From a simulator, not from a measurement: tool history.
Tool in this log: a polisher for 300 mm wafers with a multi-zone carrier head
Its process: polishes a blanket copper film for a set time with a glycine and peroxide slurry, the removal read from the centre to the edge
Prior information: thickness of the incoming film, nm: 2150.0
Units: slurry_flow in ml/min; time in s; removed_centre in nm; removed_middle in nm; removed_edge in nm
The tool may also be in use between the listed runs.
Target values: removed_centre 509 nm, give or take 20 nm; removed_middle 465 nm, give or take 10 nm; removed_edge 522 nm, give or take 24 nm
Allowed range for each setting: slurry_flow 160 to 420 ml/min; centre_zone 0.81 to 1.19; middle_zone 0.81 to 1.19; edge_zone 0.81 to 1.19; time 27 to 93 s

{"run": 1, "day": 0.0, "slurry_flow": 270, "centre_zone": 1, "middle_zone": 1, "edge_zone": 1, "time": 59, "removed_centre": 335.73, "removed_middle": 329.91, "removed_edge": 322.58}
{"run": 2, "day": 0.2, "slurry_flow": 270, "centre_zone": 1, "middle_zone": 1.04, "edge_zone": 1, "time": 59, "removed_centre": 335.99, "removed_middle": 335.78, "removed_edge": 318.41}
{"run": 3, "day": 0.262, "slurry_flow": 270, "centre_zone": 1, "middle_zone": 1.04, "edge_zone": 0.92, "time": 59, "removed_centre": 333.17, "removed_middle": 337.23, "removed_edge": 309.45}
{"run": 4, "day": 0.525, "slurry_flow": 230, "centre_zone": 1, "middle_zone": 1.04, "edge_zone": 0.92, "time": 59, "removed_centre": 330.62, "removed_middle": 331.56, "removed_edge": 306.04}
{"run": 5, "day": 0.679, "slurry_flow": 230, "centre_zone": 1, "middle_zone": 1.04, "edge_zone": 0.98, "time": 59, "removed_centre": 327.73, "removed_middle": 331.73, "removed_edge": 314.87}
{"run": 6, "day": 0.754, "slurry_flow": 230, "centre_zone": 1, "middle_zone": 1.04, "edge_zone": 0.98, "time": 47, "removed_centre": 261.41, "removed_middle": 265.2, "removed_edge": 253.75}
{"run": 7, "day": 0.908, "slurry_flow": 230, "centre_zone": 1, "middle_zone": 1.04, "edge_zone": 0.98, "time": 47, "removed_centre": 264.35, "removed_middle": 265.12, "removed_edge": 252.63}
{"run": 8, "day": 1.046, "slurry_flow": 225, "centre_zone": 1, "middle_zone": 1.02, "edge_zone": 1.01, "time": 52, "removed_centre": 294.83, "removed_middle": 288.62, "removed_edge": 280.82}
{"run": 9, "day": 1.279, "slurry_flow": 255, "centre_zone": 0.94, "middle_zone": 0.92, "edge_zone": 1.11, "time": 69, "removed_centre": 369.31, "removed_middle": 369.27, "removed_edge": 399.58}
{"run": 10, "day": 1.392, "slurry_flow": 260, "centre_zone": 0.95, "middle_zone": 0.92, "edge_zone": 1.12, "time": 71, "removed_centre": 387.86, "removed_middle": 377.3, "removed_edge": 417.55}
{"day": 1.575, "done": "worn pad replaced by a new one"}
{"run": 11, "day": 1.575, "slurry_flow": 265, "centre_zone": 0.96, "middle_zone": 0.93, "edge_zone": 1.13, "time": 73, "removed_centre": 445.38, "removed_middle": 442.85, "removed_edge": 480.42}
{"run": 12, "day": 1.717, "slurry_flow": 330, "centre_zone": 1.02, "middle_zone": 0.88, "edge_zone": 1.14, "time": 74, "removed_centre": 496.23, "removed_middle": 441.09, "removed_edge": 498.75}

Below are 4 possible settings for the next run. Only one of them brings all results inside the allowed miss of their targets. Which is it?
{"run": "A", "day": 1.858, "slurry_flow": 415, "centre_zone": 1.11, "middle_zone": 0.95, "edge_zone": 0.94, "time": 76, "removed_centre": "?", "removed_middle": "?", "removed_edge": "?"}
{"run": "B", "day": 1.858, "slurry_flow": 360, "centre_zone": 1.13, "middle_zone": 0.88, "edge_zone": 1.06, "time": 67, "removed_centre": "?", "removed_middle": "?", "removed_edge": "?"}
{"run": "C", "day": 1.858, "slurry_flow": 350, "centre_zone": 1.06, "middle_zone": 0.94, "edge_zone": 1.09, "time": 79, "removed_centre": "?", "removed_middle": "?", "removed_edge": "?"}
{"run": "D", "day": 1.858, "slurry_flow": 355, "centre_zone": 1.01, "middle_zone": 0.91, "edge_zone": 1.13, "time": 76, "removed_centre": "?", "removed_middle": "?", "removed_edge": "?"}

move=A removed_centre=564.35 removed_middle=487.31 removed_edge=462.04
move=B removed_centre=500.71 removed_middle=406.94 removed_edge=428.53
move=C removed_centre=552.42 removed_middle=497.31 removed_edge=511.25
move=D removed_centre=506.73 removed_middle=470.2 removed_edge=501.49
A: carries the result that was furthest off beyond its target, to the other side
B: further off than the last run
C: carries the result that was furthest off beyond its target, to the other side
D: every result lands within tolerance
D is the move that brings every result within its allowed miss.
